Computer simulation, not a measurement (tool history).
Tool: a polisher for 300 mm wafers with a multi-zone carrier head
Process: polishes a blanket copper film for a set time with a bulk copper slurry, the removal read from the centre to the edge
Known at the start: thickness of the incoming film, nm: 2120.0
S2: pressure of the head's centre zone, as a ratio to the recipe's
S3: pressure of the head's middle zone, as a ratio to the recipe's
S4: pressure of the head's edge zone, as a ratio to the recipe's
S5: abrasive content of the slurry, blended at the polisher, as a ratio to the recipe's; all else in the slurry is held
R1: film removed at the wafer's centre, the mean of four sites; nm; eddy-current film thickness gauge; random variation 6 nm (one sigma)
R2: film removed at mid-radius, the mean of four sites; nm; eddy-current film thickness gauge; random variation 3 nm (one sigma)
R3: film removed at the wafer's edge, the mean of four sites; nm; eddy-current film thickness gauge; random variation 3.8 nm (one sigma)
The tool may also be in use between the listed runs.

run 1 hour=0.0 | flow_of_slurry_(ml/min)=220 S2=1.00 S3=1.00 S4=1.00 S5=1.00 polishing_time_(s)=39 | R1=340.24 R2=367.54 R3=370.35
run 2 hour=7.5 | flow_of_slurry_(ml/min)=245 S2=1.00 S3=1.00 S4=1.00 S5=1.00 polishing_time_(s)=39 | R1=338.44 R2=368.38 R3=368.70
run 3 hour=12.8 | flow_of_slurry_(ml/min)=245 S2=1.05 S3=1.00 S4=1.00 S5=1.00 polishing_time_(s)=39 | R1=350.19 R2=367.47 R3=369.14
run 4 hour=16.9 | flow_of_slurry_(ml/min)=245 S2=1.05 S3=1.00 S4=1.00 S5=1.00 polishing_time_(s)=32 | R1=285.99 R2=303.65 R3=304.55
run 5 hour=25.5 | flow_of_slurry_(ml/min)=245 S2=1.07 S3=1.02 S4=1.01 S5=1.10 polishing_time_(s)=34 | R1=327.88 R2=334.08 R3=335.33
run 6 hour=29.0 | flow_of_slurry_(ml/min)=245 S2=1.07 S3=1.05 S4=1.03 S5=1.20 polishing_time_(s)=34 | R1=334.39 R2=346.72 R3=336.85
-- hour=31.0 centre zone pressure recalibrated
run 7 hour=31.0 | flow_of_slurry_(ml/min)=245 S2=1.07 S3=1.06 S4=1.05 S5=1.25 polishing_time_(s)=35 | R1=373.38 R2=359.09 R3=353.39

Forecast run 8:
run 8 hour=34.2 | flow_of_slurry_(ml/min)=280 S2=0.97 S3=1.16 S4=1.15 S5=1.45 polishing_time_(s)=39 | R1=? R2=? R3=?

Run 8 gave R1 396.53 nm, R2 449.66 nm, R3 436.06 nm.
